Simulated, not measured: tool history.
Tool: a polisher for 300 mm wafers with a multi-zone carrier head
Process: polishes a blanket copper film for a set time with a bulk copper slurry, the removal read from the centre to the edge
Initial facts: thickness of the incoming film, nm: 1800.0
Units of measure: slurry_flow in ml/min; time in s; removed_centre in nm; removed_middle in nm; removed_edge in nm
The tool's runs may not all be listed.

run	hour	slurry_flow	centre_zone	middle_zone	edge_zone	slurry_solids	time	removed_centre	removed_middle	removed_edge
1	0.0	145	1.00	1.00	1.00	1.00	37	383.26	395.23	392.35
2	5.4	145	1.00	1.07	1.00	1.00	37	407.03	421.83	380.23
3	10.9	155	1.01	1.06	1.03	1.10	37	417.62	428.95	409.40
4	18.2	155	0.93	1.06	1.03	1.10	37	378.47	430.33	415.67
5	22.1	165	0.96	1.06	1.05	1.15	37	397.12	442.56	421.68
6	30.3	165	0.96	1.06	1.05	1.00	37	390.91	422.70	413.92
7	38.3	175	0.99	1.06	1.08	1.05	37	408.27	433.03	421.41
8	44.2	180	1.01	1.05	1.10	1.10	37	420.73	436.52	431.85

The next listed run, before its measurement:
9	52.5	185	1.03	1.04	1.12	1.15	37	?	?	?

Logged for run 9: removed_centre 442.31 nm, removed_middle 439.83 nm, removed_edge 438.43 nm.

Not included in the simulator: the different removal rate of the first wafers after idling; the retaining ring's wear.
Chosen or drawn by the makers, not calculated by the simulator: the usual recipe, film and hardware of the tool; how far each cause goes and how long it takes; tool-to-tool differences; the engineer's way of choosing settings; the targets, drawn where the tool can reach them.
